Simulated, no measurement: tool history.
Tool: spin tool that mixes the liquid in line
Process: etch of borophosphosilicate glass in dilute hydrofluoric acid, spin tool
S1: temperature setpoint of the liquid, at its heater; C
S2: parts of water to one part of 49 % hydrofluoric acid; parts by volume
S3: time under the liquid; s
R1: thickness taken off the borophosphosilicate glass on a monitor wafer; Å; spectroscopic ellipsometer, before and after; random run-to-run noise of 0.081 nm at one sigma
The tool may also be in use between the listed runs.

| run | hour | S1 | S2 | S3 | R1 |
|---|---|---|---|---|---|
| 1 | 0.0 | 23.0 | 155 | 50 | 127.100 |
| 2 | 4.5 | 21.0 | 155 | 50 | 116.120 |
| 3 | 12.0 | 21.0 | 155 | 55 | 125.720 |
| 4 | 16.8 | 21.0 | 180 | 55 | 107.040 |
| 5 | 23.7 | 21.0 | 230 | 55 | 80.590 |
| 6 | 24.5 | 21.5 | 230 | 55 | 83.125 |

Run 7, settings as shown, results not yet in. Your forecast:
| 7 | 25.7 | 22.0 | 230 | 55 | ? |

R1: 83.146 Å

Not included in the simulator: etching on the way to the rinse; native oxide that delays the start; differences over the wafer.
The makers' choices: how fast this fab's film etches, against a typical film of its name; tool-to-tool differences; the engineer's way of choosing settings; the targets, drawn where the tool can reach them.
